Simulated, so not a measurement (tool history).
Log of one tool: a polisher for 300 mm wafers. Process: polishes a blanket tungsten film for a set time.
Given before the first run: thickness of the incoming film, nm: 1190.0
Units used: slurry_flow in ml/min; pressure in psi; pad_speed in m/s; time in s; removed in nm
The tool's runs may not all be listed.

{"run": 1, "hour": 0.0, "slurry_flow": 265, "pressure": 4.9, "pad_speed": 0.88, "slurry_solids": 1, "time": 39, "removed": 209.91}
{"run": 2, "hour": 7.2, "slurry_flow": 265, "pressure": 4.9, "pad_speed": 0.88, "slurry_solids": 1, "time": 39, "removed": 209.51}
{"run": 3, "hour": 12.5, "slurry_flow": 265, "pressure": 4.9, "pad_speed": 0.88, "slurry_solids": 1, "time": 35, "removed": 189.4}
{"run": 4, "hour": 20.6, "slurry_flow": 270, "pressure": 5.7, "pad_speed": 0.88, "slurry_solids": 1, "time": 35, "removed": 217.57}
{"run": 5, "hour": 26.1, "slurry_flow": 205, "pressure": 5.7, "pad_speed": 0.88, "slurry_solids": 1, "time": 35, "removed": 212.72}
{"run": 6, "hour": 29.7, "slurry_flow": 205, "pressure": 5.7, "pad_speed": 0.88, "slurry_solids": 0.9, "time": 35, "removed": 208.2}
{"run": 7, "hour": 36.9, "slurry_flow": 220, "pressure": 7.1, "pad_speed": 0.92, "slurry_solids": 0.9, "time": 35, "removed": 272.92}

Run 8 comes next. What will it give?
{"run": 8, "hour": 38.1, "slurry_flow": 225, "pressure": 7.3, "pad_speed": 0.94, "slurry_solids": 0.9, "time": 35, "removed": "?"}

Run 8 gave removed 285.22 nm.

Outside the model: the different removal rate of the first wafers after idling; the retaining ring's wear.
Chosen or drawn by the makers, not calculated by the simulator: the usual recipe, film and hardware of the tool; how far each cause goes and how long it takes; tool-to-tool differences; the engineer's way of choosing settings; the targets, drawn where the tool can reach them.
